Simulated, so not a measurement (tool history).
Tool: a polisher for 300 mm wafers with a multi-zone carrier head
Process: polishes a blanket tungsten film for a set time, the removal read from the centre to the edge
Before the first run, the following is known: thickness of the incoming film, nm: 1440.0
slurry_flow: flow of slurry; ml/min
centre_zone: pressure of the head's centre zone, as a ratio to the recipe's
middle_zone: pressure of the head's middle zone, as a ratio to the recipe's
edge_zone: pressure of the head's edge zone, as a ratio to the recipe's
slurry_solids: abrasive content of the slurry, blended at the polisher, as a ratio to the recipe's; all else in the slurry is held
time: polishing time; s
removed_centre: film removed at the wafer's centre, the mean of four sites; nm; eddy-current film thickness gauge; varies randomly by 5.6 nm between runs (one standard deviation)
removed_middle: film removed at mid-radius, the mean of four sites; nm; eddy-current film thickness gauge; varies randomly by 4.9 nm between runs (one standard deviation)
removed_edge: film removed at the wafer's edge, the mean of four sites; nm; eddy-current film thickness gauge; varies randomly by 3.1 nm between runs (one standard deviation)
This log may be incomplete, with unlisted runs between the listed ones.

| run | hour | slurry_flow | centre_zone | middle_zone | edge_zone | slurry_solids | time | removed_centre | removed_middle | removed_edge |
|---|---|---|---|---|---|---|---|---|---|---|
| 1 | 0.0 | 285 | 1.00 | 1.00 | 1.00 | 1.00 | 67 | 458.63 | 482.73 | 480.63 |
| 2 | 4.1 | 280 | 0.99 | 1.00 | 0.97 | 0.95 | 67 | 449.11 | 473.74 | 461.77 |
| 3 | 10.9 | 275 | 0.97 | 0.99 | 0.94 | 0.90 | 67 | 434.37 | 463.78 | 459.25 |
| 4 | 16.6 | 275 | 0.97 | 1.02 | 0.94 | 0.90 | 67 | 425.45 | 468.50 | 454.37 |
| 5 | 21.6 | 270 | 0.97 | 1.02 | 0.92 | 0.85 | 67 | 422.84 | 473.15 | 443.01 |
| 6 | 22.7 | 265 | 0.97 | 1.01 | 0.90 | 0.80 | 67 | 425.42 | 451.07 | 441.50 |

Run 7 is up next; what results do you expect?
| 7 | 30.3 | 265 | 0.97 | 1.02 | 0.89 | 0.75 | 67 | ? | ? | ? |

removed_centre: 428.45 nm
removed_middle: 452.64 nm
removed_edge: 428.95 nm
